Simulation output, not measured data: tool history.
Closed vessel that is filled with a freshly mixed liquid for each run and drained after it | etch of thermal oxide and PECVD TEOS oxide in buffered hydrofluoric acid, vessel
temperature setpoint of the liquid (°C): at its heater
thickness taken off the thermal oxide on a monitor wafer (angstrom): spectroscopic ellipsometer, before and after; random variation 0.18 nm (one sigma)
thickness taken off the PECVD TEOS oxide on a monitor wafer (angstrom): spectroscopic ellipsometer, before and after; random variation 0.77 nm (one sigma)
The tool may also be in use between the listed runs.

run,hour,temperature setpoint of the liquid (°C),parts of 40 % ammonium fluoride to one part of 49 % hydrofluoric acid (parts by volume),time in the liquid (s),thickness taken off the thermal oxide on a monitor wafer (angstrom),thickness taken off the PECVD TEOS oxide on a monitor wafer (angstrom)
1,0.0,21.0,22.5,60,286.43,1026.40
2,4.0,21.0,22.5,70,331.89,1192.10
3,9.9,21.0,22.5,55,260.71,940.23
4,15.0,23.5,20.0,55,335.82,1211.80
5,19.6,25.0,20.0,55,364.50,1307.00
6,24.1,25.0,20.0,40,265.30,951.09
7,32.1,26.0,16.5,40,337.90,1211.40
8,33.0,29.0,10.0,40,622.95,2240.50
9,41.1,28.5,10.0,40,604.19,2184.80
10,43.4,28.0,10.0,40,593.94,2126.00
11,47.6,27.5,10.0,40,576.76,2078.40

Run 12 comes next. What will it give?
12,48.3,27.0,10.0,40,?,?

{"run 12": {"thickness taken off the thermal oxide on a monitor wafer (angstrom)": 558.96, "thickness taken off the PECVD TEOS oxide on a monitor wafer (angstrom)": 2017.5}}
